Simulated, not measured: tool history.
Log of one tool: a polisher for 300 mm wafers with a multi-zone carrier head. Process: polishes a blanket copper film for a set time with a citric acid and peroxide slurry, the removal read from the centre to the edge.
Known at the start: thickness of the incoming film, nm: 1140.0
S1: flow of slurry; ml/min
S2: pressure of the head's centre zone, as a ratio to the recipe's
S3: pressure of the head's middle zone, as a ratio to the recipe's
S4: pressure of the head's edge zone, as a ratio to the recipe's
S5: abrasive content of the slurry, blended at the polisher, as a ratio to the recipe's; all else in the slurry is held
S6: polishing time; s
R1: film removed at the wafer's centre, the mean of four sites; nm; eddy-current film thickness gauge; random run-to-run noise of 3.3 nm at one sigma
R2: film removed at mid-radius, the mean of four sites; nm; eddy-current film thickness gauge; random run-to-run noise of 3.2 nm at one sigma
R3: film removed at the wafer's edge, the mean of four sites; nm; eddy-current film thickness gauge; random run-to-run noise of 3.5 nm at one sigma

run,hour,S1,S2,S3,S4,S5,S6,R1,R2,R3
1,0.0,150,1.00,1.00,1.00,1.00,77,327.85,325.86,332.82
2,4.2,150,1.00,1.00,1.00,1.00,95,407.12,395.65,407.51
3,7.0,150,1.00,1.00,1.00,1.00,86,368.21,365.23,363.32
4,15.1,150,0.92,1.00,1.00,1.00,86,340.06,369.17,362.38
5,20.1,150,0.92,1.00,0.96,1.00,86,333.25,368.28,357.08
6,21.0,145,0.91,0.97,0.95,0.90,83,314.64,341.87,336.67
7,24.1,140,0.90,0.95,0.95,0.85,80,297.08,311.14,327.07
8,30.2,140,0.89,0.95,0.94,0.80,77,277.18,295.88,308.97
9,31.9,140,0.89,0.95,0.94,0.80,77,274.27,291.88,300.07
10,33.9,135,0.88,0.94,0.93,0.75,77,269.58,287.10,291.79
11,42.3,130,0.87,0.93,0.93,0.70,77,259.86,283.20,291.27

Predict the results of run 12:
12,46.4,125,0.87,0.92,0.92,0.65,77,?,?,?

Run 12 came out at R1 251.63 nm, R2 265.38 nm, R3 283.04 nm.
